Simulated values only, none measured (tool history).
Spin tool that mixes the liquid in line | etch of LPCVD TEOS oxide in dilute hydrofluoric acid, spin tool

| run | hour | temperature setpoint of the liquid (K) | parts of water to one part of 49 % hydrofluoric acid (parts by volume) | time under the liquid (s) | thickness taken off the LPCVD TEOS oxide on a monitor wafer (angstrom) |
|---|---|---|---|---|---|
| 1 | 0.0 | 296.15 | 50 | 90 | 362.13 |
| 2 | 2.1 | 292.65 | 50 | 90 | 313.99 |
| 3 | 9.7 | 292.65 | 60 | 90 | 255.83 |
| 4 | 16.2 | 292.65 | 60 | 95 | 272.63 |
| 5 | 25.2 | 294.15 | 60 | 95 | 282.08 |
| 6 | 30.6 | 295.15 | 60 | 95 | 295.63 |
| 7 | 39.0 | 296.15 | 60 | 95 | 313.16 |
| 8 | 43.1 | 297.15 | 60 | 95 | 327.26 |
| 9 | 43.7 | 298.15 | 60 | 95 | 338.96 |
| 10 | 44.2 | 298.65 | 60 | 95 | 344.54 |

Run 11 has not been measured yet. What should we expect?
| 11 | 47.7 | 299.15 | 60 | 95 | ? |

{"run 11": {"thickness taken off the LPCVD TEOS oxide on a monitor wafer (angstrom)": 351.77}}
